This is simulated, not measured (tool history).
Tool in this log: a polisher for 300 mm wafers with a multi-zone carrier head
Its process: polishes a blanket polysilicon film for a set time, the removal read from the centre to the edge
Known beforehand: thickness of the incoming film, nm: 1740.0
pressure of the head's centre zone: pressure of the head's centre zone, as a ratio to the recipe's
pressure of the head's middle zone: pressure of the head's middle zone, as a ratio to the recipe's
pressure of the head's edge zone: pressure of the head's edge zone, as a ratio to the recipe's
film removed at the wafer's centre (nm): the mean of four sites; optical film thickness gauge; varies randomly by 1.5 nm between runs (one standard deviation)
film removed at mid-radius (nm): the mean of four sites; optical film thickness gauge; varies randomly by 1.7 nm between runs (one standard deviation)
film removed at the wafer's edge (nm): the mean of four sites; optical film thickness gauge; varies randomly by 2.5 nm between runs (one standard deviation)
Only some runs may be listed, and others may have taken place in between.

run  hour  flow of slurry (ml/min)  pressure of the head's centre zone  pressure of the head's middle zone  pressure of the head's edge zone  polishing time (s)  film removed at the wafer's centre (nm)  film removed at mid-radius (nm)  film removed at the wafer's edge (nm)
  1   0.0                      255                                1.00                                1.00                              1.00                  59                                   464.74                           464.88                                 469.20
  2   4.7                      235                                0.95                                0.97                              0.96                  52                                   379.62                           398.57                                 404.43
  3   5.6                      235                                0.89                                0.97                              0.96                  52                                   364.86                           400.46                                 403.46
  4   7.5                      235                                0.89                                0.91                              0.96                  52                                   357.10                           379.54                                 397.32
  5  15.4                      235                                0.89                                0.91                              0.96                  61                                   422.92                           446.16                                 462.54
  6  22.1                      220                                0.87                                0.89                              0.93                  55                                   374.08                           394.61                                 418.70
  7  24.4                      235                                0.86                                0.89                              0.93                  49                                   322.76                           347.83                                 371.25
  8  28.3                      235                                0.85                                0.89                              0.90                  46                                   303.89                           330.72                                 339.60

Forecast run 9:
  9  34.8                      235                                0.84                                0.88                              0.90                  44                                        ?                                ?                                      ?

Logged for run 9: film removed at the wafer's centre (nm) 287.10, film removed at mid-radius (nm) 314.02, film removed at the wafer's edge (nm) 331.50.
